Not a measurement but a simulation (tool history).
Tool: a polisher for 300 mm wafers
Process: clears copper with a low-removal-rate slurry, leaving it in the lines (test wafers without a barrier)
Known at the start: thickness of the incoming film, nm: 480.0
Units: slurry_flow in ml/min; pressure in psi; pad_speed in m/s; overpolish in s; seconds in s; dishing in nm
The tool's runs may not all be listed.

| run | hour | slurry_flow | pressure | pad_speed | slurry_solids | overpolish | seconds | dishing |
|---|---|---|---|---|---|---|---|---|
| 1 | 0 | 130 | 3.8 | 0.84 | 1 | 22 | 160.75 | 37.968 |
| 2 | 8.3 | 130 | 3.8 | 1.04 | 1 | 22 | 134.37 | 43.752 |
| 3 | 15.8 | 130 | 3.8 | 1.04 | 1 | 27 | 132.44 | 50.755 |
| 4 | 16.6 | 130 | 3.8 | 1.04 | 1 | 22 | 132.45 | 43.12 |
| 5 | 19 | 130 | 3.8 | 1.04 | 0.9 | 22 | 137.43 | 42.716 |
| 6 | 21.5 | 125 | 3.5 | 1.04 | 0.9 | 22 | 147.72 | 40.934 |

Forecast run 7:
| 7 | 26.3 | 125 | 3.3 | 1.04 | 0.9 | 22 | ? | ? |

{"run 7": {"seconds": 153.01, "dishing": 38.486}}
